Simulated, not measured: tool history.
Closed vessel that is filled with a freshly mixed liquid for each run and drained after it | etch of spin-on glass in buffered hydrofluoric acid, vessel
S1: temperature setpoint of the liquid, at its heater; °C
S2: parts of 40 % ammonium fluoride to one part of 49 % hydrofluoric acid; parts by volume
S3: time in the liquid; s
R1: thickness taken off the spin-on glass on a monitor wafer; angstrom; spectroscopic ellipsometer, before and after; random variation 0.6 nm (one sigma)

run	hour	S1	S2	S3	R1
1	0	23	19	35	726.14
2	5.3	23	15.5	35	885.07
3	12.5	23	15.5	30	769.98
4	19.2	20	15.5	30	641.48
5	21.1	21	15.5	30	678.15
6	23.8	21.5	15.5	30	690.62

Forecast run 7:
7	29.1	22	15.5	30	?

Run 7 gave R1 724.02 angstrom.
